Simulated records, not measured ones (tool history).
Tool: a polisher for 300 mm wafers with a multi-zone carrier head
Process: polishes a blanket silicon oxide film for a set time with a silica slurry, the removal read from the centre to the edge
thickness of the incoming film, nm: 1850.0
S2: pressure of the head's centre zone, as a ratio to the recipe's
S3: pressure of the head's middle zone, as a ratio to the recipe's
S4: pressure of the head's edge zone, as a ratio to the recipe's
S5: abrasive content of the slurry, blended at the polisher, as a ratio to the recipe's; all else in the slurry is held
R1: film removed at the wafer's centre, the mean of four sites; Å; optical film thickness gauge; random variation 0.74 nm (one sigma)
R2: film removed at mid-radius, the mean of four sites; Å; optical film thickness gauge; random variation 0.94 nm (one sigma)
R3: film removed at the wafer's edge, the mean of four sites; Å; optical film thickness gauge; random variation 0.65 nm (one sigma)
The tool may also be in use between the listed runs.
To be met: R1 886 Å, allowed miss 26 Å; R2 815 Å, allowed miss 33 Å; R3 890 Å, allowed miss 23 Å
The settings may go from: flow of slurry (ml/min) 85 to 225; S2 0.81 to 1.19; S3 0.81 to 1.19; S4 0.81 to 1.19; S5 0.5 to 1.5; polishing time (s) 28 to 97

run 1 hour=0 | flow_of_slurry_(ml/min)=145 S2=1 S3=1 S4=1 S5=1 polishing_time_(s)=62 | R1=1658.7 R2=1602.7 R3=1613.3
run 2 hour=1.1 | flow_of_slurry_(ml/min)=135 S2=0.98 S3=0.97 S4=0.97 S5=0.9 polishing_time_(s)=58 | R1=1420.5 R2=1368.6 R3=1405.9
run 3 hour=4.4 | flow_of_slurry_(ml/min)=130 S2=0.97 S3=0.94 S4=0.94 S5=0.8 polishing_time_(s)=55 | R1=1253.2 R2=1158.6 R3=1228.7
run 4 hour=6.4 | flow_of_slurry_(ml/min)=125 S2=0.95 S3=0.93 S4=0.91 S5=0.75 polishing_time_(s)=54 | R1=1146.8 R2=1060.1 R3=1134.8
run 5 hour=8.2 | flow_of_slurry_(ml/min)=120 S2=0.94 S3=0.92 S4=0.89 S5=0.7 polishing_time_(s)=54 | R1=1064.1 R2=1005.4 R3=1070.6
run 6 hour=16.9 | flow_of_slurry_(ml/min)=120 S2=0.94 S3=0.91 S4=0.87 S5=0.65 polishing_time_(s)=54 | R1=1011.3 R2=959.08 R3=1007.2
run 7 hour=25.5 | flow_of_slurry_(ml/min)=115 S2=0.94 S3=0.89 S4=0.86 S5=0.65 polishing_time_(s)=54 | R1=1009.7 R2=913.71 R3=1010.1
run 8 hour=33.5 | flow_of_slurry_(ml/min)=115 S2=0.94 S3=0.89 S4=0.85 S5=0.6 polishing_time_(s)=54 | R1=962.41 R2=888.87 R3=934.4
run 9 hour=39.9 | flow_of_slurry_(ml/min)=110 S2=0.93 S3=0.88 S4=0.84 S5=0.6 polishing_time_(s)=54 | R1=935.72 R2=858.42 R3=939.85
run 10 hour=45.4 | flow_of_slurry_(ml/min)=95 S2=0.93 S3=0.89 S4=0.81 S5=0.5 polishing_time_(s)=54 | R1=790.53 R2=721.62 R3=797.62
run 11 hour=49.3 | flow_of_slurry_(ml/min)=100 S2=0.92 S3=0.88 S4=0.82 S5=0.5 polishing_time_(s)=54 | R1=782.76 R2=738.52 R3=802.56
run 12 hour=53.9 | flow_of_slurry_(ml/min)=105 S2=0.92 S3=0.87 S4=0.83 S5=0.5 polishing_time_(s)=54 | R1=807.25 R2=741.52 R3=821.24
run 13 hour=61.7 | flow_of_slurry_(ml/min)=110 S2=0.92 S3=0.87 S4=0.84 S5=0.5 polishing_time_(s)=54 | R1=820.42 R2=740.05 R3=818.17
run 14 hour=68.6 | flow_of_slurry_(ml/min)=115 S2=0.92 S3=0.88 S4=0.86 S5=0.5 polishing_time_(s)=54 | R1=815.91 R2=754.34 R3=841.87
run 15 hour=69.8 | flow_of_slurry_(ml/min)=155 S2=0.95 S3=0.9 S4=0.86 S5=0.5 polishing_time_(s)=54 | R1=913.42 R2=814.21 R3=883.72
run 16 hour=73.9 | flow_of_slurry_(ml/min)=155 S2=0.95 S3=0.9 S4=0.87 S5=0.5 polishing_time_(s)=54 | R1=910 R2=807.08 R3=873.58
run 17 hour=78.1 | flow_of_slurry_(ml/min)=155 S2=0.95 S3=0.9 S4=0.88 S5=0.5 polishing_time_(s)=54 | R1=902.85 R2=831.71 R3=889.72

Which of these 4 next moves meets every target?
run A hour=82.3 | flow_of_slurry_(ml/min)=110 S2=1.02 S3=0.87 S4=0.84 S5=0.5 polishing_time_(s)=57 | R1=? R2=? R3=?
run B hour=82.3 | flow_of_slurry_(ml/min)=125 S2=1.06 S3=0.92 S4=0.94 S5=0.65 polishing_time_(s)=44 | R1=? R2=? R3=?
run C hour=82.3 | flow_of_slurry_(ml/min)=125 S2=1 S3=0.88 S4=0.85 S5=0.55 polishing_time_(s)=53 | R1=? R2=? R3=?
run D hour=82.3 | flow_of_slurry_(ml/min)=155 S2=0.93 S3=0.89 S4=0.92 S5=0.5 polishing_time_(s)=53 | R1=? R2=? R3=?

move=A R1=961.08 R2=799.68 R3=860.72
move=B R1=961.29 R2=801.91 R3=850.55
move=C R1=973.73 R2=830.79 R3=880.99
move=D R1=886.54 R2=816.88 R3=871.91
A: further off than the last run
B: further off than the last run
C: further off than the last run
D: meets every target
Move D is the one to make.

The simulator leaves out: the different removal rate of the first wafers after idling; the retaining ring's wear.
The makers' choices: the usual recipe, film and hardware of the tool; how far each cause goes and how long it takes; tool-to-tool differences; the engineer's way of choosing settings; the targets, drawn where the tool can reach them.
